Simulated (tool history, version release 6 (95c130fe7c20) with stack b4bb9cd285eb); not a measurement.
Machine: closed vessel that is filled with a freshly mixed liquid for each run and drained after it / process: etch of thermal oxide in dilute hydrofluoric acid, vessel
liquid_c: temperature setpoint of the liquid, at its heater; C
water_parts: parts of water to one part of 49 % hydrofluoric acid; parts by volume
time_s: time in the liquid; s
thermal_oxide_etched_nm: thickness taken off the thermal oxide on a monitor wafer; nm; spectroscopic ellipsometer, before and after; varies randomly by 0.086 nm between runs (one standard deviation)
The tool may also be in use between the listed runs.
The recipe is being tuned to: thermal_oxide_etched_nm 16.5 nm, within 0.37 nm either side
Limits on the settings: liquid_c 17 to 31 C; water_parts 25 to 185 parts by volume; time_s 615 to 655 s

| run | day | liquid_c | water_parts | time_s | thermal_oxide_etched_nm |
|---|---|---|---|---|---|
| 1 | 0 | 23 | 105 | 615 | 23.771 |
| 2 | 0.042 | 22 | 105 | 615 | 22.902 |
| 3 | 0.412 | 21 | 105 | 615 | 21.856 |
| 4 | 0.662 | 21 | 105 | 655 | 23.469 |
| 5 | 0.933 | 18.5 | 105 | 655 | 21.238 |
| 6 | 1.112 | 18 | 110 | 655 | 19.709 |
| 7 | 1.483 | 17.5 | 115 | 655 | 18.354 |
| 8 | 1.542 | 17 | 120 | 655 | 17.18 |

Below are 5 possible settings for the next run. Only one of them brings all results inside the allowed miss of their targets. Which is it?
| A | 1.6 | 17 | 120 | 635 | ? |
| B | 1.6 | 17.5 | 120 | 645 | ? |
| C | 1.6 | 17.5 | 130 | 655 | ? |
| D | 1.6 | 17 | 125 | 630 | ? |
| E | 1.6 | 17 | 125 | 615 | ? |

| move | thermal_oxide_etched_nm |
|---|---|
| A | 16.573 |
| B | 17.187 |
| C | 15.949 |
| D | 15.705 |
| E | 15.331 |
A: in spec on every target
B: neither nearer nor further off than the last run
C: moves the result that the last run missed by most past its target, out the other side
D: moves the result that the last run missed by most past its target, out the other side
E: moves the result that the last run missed by most past its target, out the other side
A is the move that brings every result within its allowed miss.
